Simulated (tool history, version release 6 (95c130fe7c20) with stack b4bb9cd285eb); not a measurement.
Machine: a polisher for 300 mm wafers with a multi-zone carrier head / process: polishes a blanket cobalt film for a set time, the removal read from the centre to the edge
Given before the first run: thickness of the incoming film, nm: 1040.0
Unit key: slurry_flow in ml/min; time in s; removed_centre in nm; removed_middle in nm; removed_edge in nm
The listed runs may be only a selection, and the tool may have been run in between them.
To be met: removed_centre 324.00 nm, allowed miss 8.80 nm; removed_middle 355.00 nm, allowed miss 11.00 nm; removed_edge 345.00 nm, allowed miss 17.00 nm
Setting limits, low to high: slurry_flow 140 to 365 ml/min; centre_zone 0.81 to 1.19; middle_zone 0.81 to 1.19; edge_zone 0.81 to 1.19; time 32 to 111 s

run  hour  slurry_flow  centre_zone  middle_zone  edge_zone  time  removed_centre  removed_middle  removed_edge
  1   0.0          235         1.00         1.00       1.00    71          298.40          291.46        291.90
  2   9.1          240         1.00         1.02       1.03    72          303.71          306.63        302.75
  3  11.0          205         1.00         1.02       1.03    72          297.22          297.53        295.92
  4  14.3          220         1.00         1.03       1.05    72          300.07          305.60        296.34
  5  19.8          220         1.00         1.03       1.05    65          270.02          274.90        271.91
  6  25.2          220         1.04         1.03       1.05    65          282.04          274.44        267.26
  7  31.8          230         1.03         1.04       1.07    67          289.41          288.23        289.63
  8  36.0          245         1.04         1.06       1.08    67          296.57          293.19        287.19
  9  43.7          255         1.03         1.07       1.10    68          298.99          296.66        296.75
 10  51.1          270         0.99         1.17       1.17    77          322.28          370.43        349.27
 11  55.2          270         0.99         1.16       1.17    77          325.62          371.72        352.01
 12  56.3          270         0.99         1.15       1.17    77          328.28          368.50        348.59

Which one of the following 5 next-run settings gets every result inside its allowed miss? There is exactly one.
  A  57.4          290         0.99         1.12       1.16    76               ?               ?             ?
  B  57.4          285         1.00         1.19       1.08    79               ?               ?             ?
  C  57.4          325         1.05         1.04       1.18    75               ?               ?             ?
  D  57.4          250         0.98         1.17       1.15    78               ?               ?             ?
  E  57.4          215         1.06         1.11       1.15    79               ?               ?             ?

move  removed_centre  removed_middle  removed_edge
   A          325.38          355.36        345.58
   B          341.13          388.51        345.54
   C          344.85          332.83        347.48
   D          324.39          372.24        348.25
   E          347.26          352.73        347.51
A: each result inside its tolerance
B: misses by more than the last run did
C: the result that was furthest off in the last run now lies on the other side of its target
D: misses by more than the last run did
E: puts the biggest miss on target and leaves a different result outside tolerance
The move that meets every target is A.
